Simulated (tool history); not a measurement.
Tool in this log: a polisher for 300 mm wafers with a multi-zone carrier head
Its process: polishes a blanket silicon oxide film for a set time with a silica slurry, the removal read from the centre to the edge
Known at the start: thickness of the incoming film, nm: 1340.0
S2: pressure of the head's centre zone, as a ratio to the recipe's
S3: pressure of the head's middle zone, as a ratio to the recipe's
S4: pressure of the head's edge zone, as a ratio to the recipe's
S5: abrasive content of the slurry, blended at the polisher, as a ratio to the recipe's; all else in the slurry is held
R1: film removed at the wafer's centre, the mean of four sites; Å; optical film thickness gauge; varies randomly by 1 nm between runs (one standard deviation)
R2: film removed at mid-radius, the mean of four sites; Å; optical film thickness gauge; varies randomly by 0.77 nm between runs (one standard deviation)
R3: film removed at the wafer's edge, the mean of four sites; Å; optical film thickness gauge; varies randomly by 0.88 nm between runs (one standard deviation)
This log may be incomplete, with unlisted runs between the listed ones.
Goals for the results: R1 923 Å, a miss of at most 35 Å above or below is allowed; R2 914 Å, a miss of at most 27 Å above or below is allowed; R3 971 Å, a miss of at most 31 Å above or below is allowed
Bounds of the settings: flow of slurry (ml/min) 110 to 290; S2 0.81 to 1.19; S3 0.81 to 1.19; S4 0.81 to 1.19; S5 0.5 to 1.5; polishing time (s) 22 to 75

Run 1, hour 0: flow of slurry (ml/min) 185, S2 1, S3 1, S4 1, S5 1, polishing time (s) 48. Result: R1 2267.1 Å, R2 2277.7 Å, R3 2248.3 Å.
Run 2, hour 4: flow of slurry (ml/min) 185, S2 1, S3 1.07, S4 1, S5 1, polishing time (s) 48. Result: R1 2251.8 Å, R2 2382.8 Å, R3 2248.8 Å.
Run 3, hour 11.8: flow of slurry (ml/min) 185, S2 1, S3 1.07, S4 1, S5 1.15, polishing time (s) 48. Result: R1 2409.7 Å, R2 2567.6 Å, R3 2391.7 Å.
Run 4, hour 16.7: flow of slurry (ml/min) 220, S2 1, S3 1.07, S4 1, S5 1.15, polishing time (s) 48. Result: R1 2484.7 Å, R2 2647.9 Å, R3 2419.6 Å.
Run 5, hour 19.9: flow of slurry (ml/min) 220, S2 1.09, S3 1.07, S4 1, S5 1.15, polishing time (s) 48. Result: R1 2686.8 Å, R2 2610.1 Å, R3 2463.3 Å.
Run 6, hour 23.9: flow of slurry (ml/min) 220, S2 1.09, S3 1.07, S4 1.07, S5 1.15, polishing time (s) 48. Result: R1 2703.7 Å, R2 2649.7 Å, R3 2535.7 Å.
Run 7, hour 30.3: flow of slurry (ml/min) 170, S2 0.99, S3 0.97, S4 0.97, S5 0.9, polishing time (s) 34. Result: R1 1487.1 Å, R2 1466.9 Å, R3 1455 Å.
Run 8, hour 35.1: flow of slurry (ml/min) 160, S2 0.97, S3 0.94, S4 0.95, S5 0.8, polishing time (s) 33. Result: R1 1306.9 Å, R2 1270.2 Å, R3 1314.9 Å.
Run 9, hour 37.5: flow of slurry (ml/min) 155, S2 0.89, S3 0.89, S4 0.85, S5 0.55, polishing time (s) 29. Result: R1 828.67 Å, R2 838.77 Å, R3 867.58 Å.
Run 10, hour 38.9: flow of slurry (ml/min) 165, S2 0.89, S3 0.89, S4 0.87, S5 0.55, polishing time (s) 29. Result: R1 825.22 Å, R2 844.63 Å, R3 873.7 Å.
Run 11, hour 44.3: flow of slurry (ml/min) 165, S2 0.9, S3 0.89, S4 0.89, S5 0.55, polishing time (s) 29. Result: R1 826.81 Å, R2 848.5 Å, R3 895.95 Å.
Run 12, hour 45.7: flow of slurry (ml/min) 215, S2 0.96, S3 0.91, S4 0.94, S5 0.55, polishing time (s) 29. Result: R1 926.73 Å, R2 893.6 Å, R3 927.93 Å.
Run 13, hour 46.6: flow of slurry (ml/min) 215, S2 0.96, S3 0.91, S4 0.95, S5 0.55, polishing time (s) 29. Result: R1 936.22 Å, R2 902.77 Å, R3 941.04 Å.

Exactly one of the 5 candidate moves below puts every result within its allowed miss. Which one?
Run A, hour 47.5: flow of slurry (ml/min) 205, S2 0.85, S3 0.88, S4 0.98, S5 0.5, polishing time (s) 32. Result: R1 ?, R2 ?, R3 ?.
Run B, hour 47.5: flow of slurry (ml/min) 175, S2 0.94, S3 0.91, S4 0.97, S5 0.55, polishing time (s) 30. Result: R1 ?, R2 ?, R3 ?.
Run C, hour 47.5: flow of slurry (ml/min) 245, S2 0.98, S3 0.91, S4 0.91, S5 0.55, polishing time (s) 28. Result: R1 ?, R2 ?, R3 ?.
Run D, hour 47.5: flow of slurry (ml/min) 235, S2 1.04, S3 0.92, S4 0.95, S5 0.6, polishing time (s) 27. Result: R1 ?, R2 ?, R3 ?.
Run E, hour 47.5: flow of slurry (ml/min) 245, S2 0.98, S3 0.96, S4 0.87, S5 0.5, polishing time (s) 30. Result: R1 ?, R2 ?, R3 ?.

move      R1      R2      R3
   A  846.41   895.6  965.72
   B  914.93  903.14  949.14
   C  942.18  887.28  893.34
   D  1019.5  913.62   931.4
   E  939.47  924.87  871.79
A: brings the result that was furthest off to its target, and leaves another outside
B: all results in spec
C: lands further from the targets than the last run did
D: lands further from the targets than the last run did
E: lands further from the targets than the last run did
So the answer is move B, the one that meets all the targets.
